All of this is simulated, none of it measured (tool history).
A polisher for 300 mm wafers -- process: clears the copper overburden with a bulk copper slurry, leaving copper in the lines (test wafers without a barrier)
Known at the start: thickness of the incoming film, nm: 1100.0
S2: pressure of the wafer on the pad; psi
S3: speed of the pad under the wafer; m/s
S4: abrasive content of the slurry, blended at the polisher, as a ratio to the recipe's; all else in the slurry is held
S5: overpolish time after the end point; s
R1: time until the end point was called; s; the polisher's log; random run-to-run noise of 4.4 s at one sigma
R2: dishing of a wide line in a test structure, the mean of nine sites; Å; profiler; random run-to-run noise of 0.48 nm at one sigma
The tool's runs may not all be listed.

{"run": 1, "day": 0.0, "flow of slurry (ml/min)": 145, "S2": 3, "S3": 0.82, "S4": 1, "S5": 16, "R1": 142.75, "R2": 418.11}
{"run": 2, "day": 0.058, "flow of slurry (ml/min)": 145, "S2": 2.7, "S3": 0.8, "S4": 1, "S5": 17, "R1": 159.31, "R2": 409}
{"run": 3, "day": 0.396, "flow of slurry (ml/min)": 145, "S2": 2.3, "S3": 0.8, "S4": 1, "S5": 17, "R1": 177.14, "R2": 381.83}
{"run": 4, "day": 0.583, "flow of slurry (ml/min)": 145, "S2": 2.3, "S3": 0.8, "S4": 0.8, "S5": 17, "R1": 184.4, "R2": 375.15}
{"run": 5, "day": 0.729, "flow of slurry (ml/min)": 145, "S2": 2.1, "S3": 0.78, "S4": 0.8, "S5": 18, "R1": 199.76, "R2": 371.52}
{"run": 6, "day": 0.938, "flow of slurry (ml/min)": 145, "S2": 2.1, "S3": 0.78, "S4": 0.8, "S5": 24, "R1": 198.52, "R2": 412.34}
{"run": 7, "day": 1.238, "flow of slurry (ml/min)": 145, "S2": 2, "S3": 0.76, "S4": 0.8, "S5": 24, "R1": 206.56, "R2": 414.22}
{"run": 8, "day": 1.442, "flow of slurry (ml/min)": 145, "S2": 1.9, "S3": 0.74, "S4": 0.8, "S5": 24, "R1": 220.13, "R2": 390.66}
{"run": 9, "day": 1.762, "flow of slurry (ml/min)": 145, "S2": 1.8, "S3": 0.74, "S4": 0.8, "S5": 24, "R1": 230.38, "R2": 393.37}
{"run": 10, "day": 1.821, "flow of slurry (ml/min)": 145, "S2": 1.7, "S3": 0.74, "S4": 0.8, "S5": 24, "R1": 236.16, "R2": 385.31}

Expected results for the next run?
{"run": 11, "day": 2.142, "flow of slurry (ml/min)": 145, "S2": 1.6, "S3": 0.74, "S4": 0.8, "S5": 24, "R1": "?", "R2": "?"}

R1: 250.63 s
R2: 379.79 Å

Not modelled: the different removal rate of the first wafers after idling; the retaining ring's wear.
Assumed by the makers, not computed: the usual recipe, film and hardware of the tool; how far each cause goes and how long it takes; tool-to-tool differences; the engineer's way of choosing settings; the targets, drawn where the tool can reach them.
